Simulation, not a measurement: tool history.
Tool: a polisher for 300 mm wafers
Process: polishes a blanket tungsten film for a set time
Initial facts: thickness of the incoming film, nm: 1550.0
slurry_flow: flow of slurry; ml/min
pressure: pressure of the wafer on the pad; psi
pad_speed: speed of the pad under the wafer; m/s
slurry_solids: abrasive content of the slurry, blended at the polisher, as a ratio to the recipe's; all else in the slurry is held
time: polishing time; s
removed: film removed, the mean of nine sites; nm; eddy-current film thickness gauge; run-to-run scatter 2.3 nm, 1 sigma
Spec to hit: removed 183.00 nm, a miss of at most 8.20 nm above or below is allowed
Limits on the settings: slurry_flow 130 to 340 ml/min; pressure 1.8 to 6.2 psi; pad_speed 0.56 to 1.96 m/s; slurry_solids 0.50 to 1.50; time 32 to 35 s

run	hour	slurry_flow	pressure	pad_speed	slurry_solids	time	removed
1	0.0	220	4.0	1.26	1.00	35	254.38
2	3.0	220	3.7	1.26	1.00	35	243.20
3	9.5	220	3.7	1.26	0.85	35	234.45
4	15.5	220	3.7	1.26	0.85	35	231.74
5	20.8	220	3.5	1.26	0.85	35	221.22
6	22.3	220	3.9	1.26	0.85	35	243.55
7	30.6	220	3.6	1.26	0.85	35	227.18
8	35.5	220	3.4	1.26	0.85	35	209.95
9	40.4	220	3.3	1.26	0.85	35	198.86
10	43.6	220	3.2	1.26	0.85	35	197.51
11	49.6	220	3.1	1.26	0.85	35	192.14

Which of these 4 next moves meets every target?
A	55.6	220	3.0	1.36	0.95	35	?
B	55.6	235	3.0	1.50	0.75	35	?
C	55.6	240	3.3	1.16	0.95	35	?
D	55.6	205	2.7	1.52	0.90	32	?

move	removed
A	208.65
B	213.43
C	201.01
D	185.71
A: lands further from the targets than the last run did
B: lands further from the targets than the last run did
C: lands further from the targets than the last run did
D: in spec on every target
Answer: D
